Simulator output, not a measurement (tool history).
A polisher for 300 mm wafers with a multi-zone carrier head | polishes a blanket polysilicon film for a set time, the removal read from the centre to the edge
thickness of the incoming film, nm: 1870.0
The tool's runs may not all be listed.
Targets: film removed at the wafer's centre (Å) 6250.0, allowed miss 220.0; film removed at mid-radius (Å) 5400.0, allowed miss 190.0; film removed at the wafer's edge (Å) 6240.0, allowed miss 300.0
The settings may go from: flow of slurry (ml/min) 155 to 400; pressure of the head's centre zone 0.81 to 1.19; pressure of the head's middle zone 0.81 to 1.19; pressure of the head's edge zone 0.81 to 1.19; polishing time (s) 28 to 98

run	hour	flow of slurry (ml/min)	pressure of the head's centre zone	pressure of the head's middle zone	pressure of the head's edge zone	polishing time (s)	film removed at the wafer's centre (Å)	film removed at mid-radius (Å)	film removed at the wafer's edge (Å)
1	0.0	255	1.00	1.00	1.00	63	4851.4	5051.5	4723.1
2	4.5	255	1.04	1.00	1.00	63	5130.2	5059.0	4708.0
3	11.0	255	1.04	1.06	1.00	63	5182.2	5159.3	4856.8
4	14.5	255	1.04	1.14	1.00	63	5082.7	5658.5	4652.4
5	17.3	255	1.05	1.07	1.06	66	5336.3	5475.6	5041.6
6	21.0	255	1.05	1.07	1.03	66	5340.9	5538.5	5099.6
7	28.4	250	1.02	0.97	1.10	80	6355.3	6169.9	6320.7
8	31.3	240	1.02	0.93	1.11	80	6428.5	6063.2	6159.7
9	36.4	275	1.01	0.89	1.14	79	6305.3	5745.1	6365.8
10	44.8	275	1.01	0.87	1.14	79	6288.2	5698.8	6451.0

Which of these 5 next moves meets every target?
A	53.2	270	1.04	0.91	1.12	78	?	?	?
B	53.2	255	1.01	0.84	1.13	78	?	?	?
C	53.2	155	1.02	0.95	1.06	82	?	?	?
D	53.2	220	1.11	0.96	1.14	80	?	?	?
E	53.2	355	0.97	0.90	1.19	79	?	?	?

move	film removed at the wafer's centre (Å)	film removed at mid-radius (Å)	film removed at the wafer's edge (Å)
A	6469.8	5817.4	6328.4
B	6236.5	5413.2	6333.1
C	6139.6	5887.7	6128.9
D	6906.7	6093.4	6430.2
E	6280.0	5987.6	6734.8
A: further off than the last run
B: meets every target
C: further off than the last run
D: further off than the last run
E: further off than the last run
Move B is the one to make.

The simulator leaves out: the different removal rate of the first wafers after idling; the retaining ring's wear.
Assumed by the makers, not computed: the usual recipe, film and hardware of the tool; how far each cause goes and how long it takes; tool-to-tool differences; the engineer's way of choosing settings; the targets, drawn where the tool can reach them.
